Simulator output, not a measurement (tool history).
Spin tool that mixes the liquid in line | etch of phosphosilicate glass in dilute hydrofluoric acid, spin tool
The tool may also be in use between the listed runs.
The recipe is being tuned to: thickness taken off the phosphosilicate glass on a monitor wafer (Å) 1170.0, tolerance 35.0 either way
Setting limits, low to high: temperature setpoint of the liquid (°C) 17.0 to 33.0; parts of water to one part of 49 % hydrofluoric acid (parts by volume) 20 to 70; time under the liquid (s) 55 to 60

| run | day | temperature setpoint of the liquid (°C) | parts of water to one part of 49 % hydrofluoric acid (parts by volume) | time under the liquid (s) | thickness taken off the phosphosilicate glass on a monitor wafer (Å) |
|---|---|---|---|---|---|
| 1 | 0.000 | 25.0 | 40 | 55 | 1393.6 |
| 2 | 0.071 | 24.0 | 40 | 55 | 1325.9 |
| 3 | 0.267 | 25.5 | 40 | 55 | 1421.5 |
| 4 | 0.496 | 22.0 | 40 | 55 | 1220.1 |
| 5 | 0.588 | 22.0 | 40 | 60 | 1340.0 |
| 6 | 0.712 | 21.5 | 40 | 60 | 1308.6 |
| 7 | 0.867 | 21.0 | 40 | 60 | 1276.4 |
| 8 | 1.204 | 20.5 | 40 | 60 | 1261.9 |

Exercise: of the 4 proposed moves below, exactly one satisfies all targets within the stated allowed misses. Which move is it?
| A | 1.542 | 19.0 | 35 | 55 | ? |
| B | 1.542 | 20.5 | 35 | 60 | ? |
| C | 1.542 | 21.0 | 35 | 60 | ? |
| D | 1.542 | 21.0 | 40 | 55 | ? |

| move | thickness taken off the phosphosilicate glass on a monitor wafer (Å) |
|---|---|
| A | 1250.0 |
| B | 1454.5 |
| C | 1485.9 |
| D | 1184.4 |
A: gains on the last run, yet a result remains outside its allowed miss
B: the biggest miss grows against the last run
C: the biggest miss grows against the last run
D: hits every target within its allowed miss
The right move is D.

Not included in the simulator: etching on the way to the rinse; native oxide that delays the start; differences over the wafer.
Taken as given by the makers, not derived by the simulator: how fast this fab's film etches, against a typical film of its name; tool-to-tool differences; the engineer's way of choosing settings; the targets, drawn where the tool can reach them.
